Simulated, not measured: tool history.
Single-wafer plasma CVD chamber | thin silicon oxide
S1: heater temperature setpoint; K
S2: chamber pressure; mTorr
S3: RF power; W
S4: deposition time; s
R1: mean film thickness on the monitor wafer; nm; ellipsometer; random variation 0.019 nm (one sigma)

{"run": 1, "hour": 0.0, "S1": 653.15, "S2": 602, "S3": 245, "S4": 4.3, "R1": 5.4178}
{"run": 2, "hour": 6.3, "S1": 653.15, "S2": 602, "S3": 245, "S4": 4.1, "R1": 5.2084}
{"run": 3, "hour": 13.8, "S1": 657.15, "S2": 602, "S3": 245, "S4": 4.1, "R1": 5.1514}
{"run": 4, "hour": 14.4, "S1": 657.15, "S2": 519, "S3": 245, "S4": 4.1, "R1": 4.4553}
{"run": 5, "hour": 17.6, "S1": 657.15, "S2": 519, "S3": 245, "S4": 4.3, "R1": 4.6869}
{"run": 6, "hour": 19.6, "S1": 657.15, "S2": 519, "S3": 245, "S4": 4.3, "R1": 4.6716}
{"run": 7, "hour": 24.8, "S1": 657.15, "S2": 587, "S3": 245, "S4": 4.3, "R1": 5.2981}

Forecast run 8:
{"run": 8, "hour": 31.7, "S1": 657.15, "S2": 630, "S3": 245, "S4": 4.3, "R1": "?"}

R1: 5.6343 nm
